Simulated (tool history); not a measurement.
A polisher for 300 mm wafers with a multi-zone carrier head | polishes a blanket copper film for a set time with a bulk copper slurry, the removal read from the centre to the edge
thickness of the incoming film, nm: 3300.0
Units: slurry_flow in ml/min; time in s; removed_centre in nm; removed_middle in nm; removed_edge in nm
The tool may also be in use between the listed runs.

Run 1, day 0: slurry_flow 135 ml/min, centre_zone 1, middle_zone 1, edge_zone 1, slurry_solids 1, time 52 s. Result: removed_centre 286.18 nm, removed_middle 324.67 nm, removed_edge 316.2 nm.
Run 2, day 0.171: slurry_flow 140 ml/min, centre_zone 1.01, middle_zone 1.01, edge_zone 1.01, slurry_solids 1.05, time 52 s. Result: removed_centre 291.5 nm, removed_middle 324.95 nm, removed_edge 316.94 nm.
Run 3, day 0.512: slurry_flow 140 ml/min, centre_zone 1.01, middle_zone 1.02, edge_zone 1.01, slurry_solids 1.1, time 53 s. Result: removed_centre 303.45 nm, removed_middle 342.04 nm, removed_edge 333.06 nm.
Run 4, day 0.783: slurry_flow 145 ml/min, centre_zone 1.02, middle_zone 1.04, edge_zone 1.02, slurry_solids 1.15, time 53 s. Result: removed_centre 305.4 nm, removed_middle 341.2 nm, removed_edge 330.85 nm.
Run 5, day 1.033: slurry_flow 145 ml/min, centre_zone 1.02, middle_zone 1.04, edge_zone 1.02, slurry_solids 1, time 53 s. Result: removed_centre 299.84 nm, removed_middle 341.82 nm, removed_edge 320.29 nm.
At day 1.071: centre zone pressure recalibrated.
Run 6, day 1.071: slurry_flow 145 ml/min, centre_zone 1.02, middle_zone 0.97, edge_zone 1.02, slurry_solids 1, time 53 s. Result: removed_centre 330.82 nm, removed_middle 326.54 nm, removed_edge 314.33 nm.

Run 7, settings as shown, results not yet in. Your forecast:
Run 7, day 1.3: slurry_flow 150 ml/min, centre_zone 1.01, middle_zone 0.98, edge_zone 1.02, slurry_solids 1.05, time 54 s. Result: removed_centre ?, removed_middle ?, removed_edge ?.

removed_centre: 343.43 nm
removed_middle: 335.49 nm
removed_edge: 332.42 nm

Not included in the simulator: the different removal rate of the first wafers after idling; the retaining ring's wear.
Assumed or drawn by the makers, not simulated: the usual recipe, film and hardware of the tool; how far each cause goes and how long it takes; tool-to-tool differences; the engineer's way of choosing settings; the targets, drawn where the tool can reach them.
